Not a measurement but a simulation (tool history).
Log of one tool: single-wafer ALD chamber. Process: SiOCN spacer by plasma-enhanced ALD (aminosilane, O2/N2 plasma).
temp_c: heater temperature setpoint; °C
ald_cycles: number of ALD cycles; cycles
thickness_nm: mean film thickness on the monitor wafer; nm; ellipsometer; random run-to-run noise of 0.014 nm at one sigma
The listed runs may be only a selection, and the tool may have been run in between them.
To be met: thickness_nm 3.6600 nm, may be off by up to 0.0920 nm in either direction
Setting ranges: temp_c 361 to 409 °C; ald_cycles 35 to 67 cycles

run	day	temp_c	ald_cycles	thickness_nm
1	0.000	385	51	3.2735
2	0.350	385	52	3.3395
3	0.717	394	52	3.3233
4	0.988	394	49	3.1387
5	1.292	394	45	2.8959
6	1.504	394	48	3.0498
7	1.617	394	50	3.2367
8	1.879	394	51	3.2675
9	2.029	394	52	3.3507

Which of these 4 next moves meets every target?
A	2.179	386	54	?
B	2.179	392	54	?
C	2.179	398	57	?
D	2.179	385	47	?

move	thickness_nm
A	3.4529
B	3.4529
C	3.6447
D	3.0053
A: better than the last run, though not everything is in spec
B: better than the last run, though not everything is in spec
C: in spec on every target
D: further off than the last run
C meets every target.
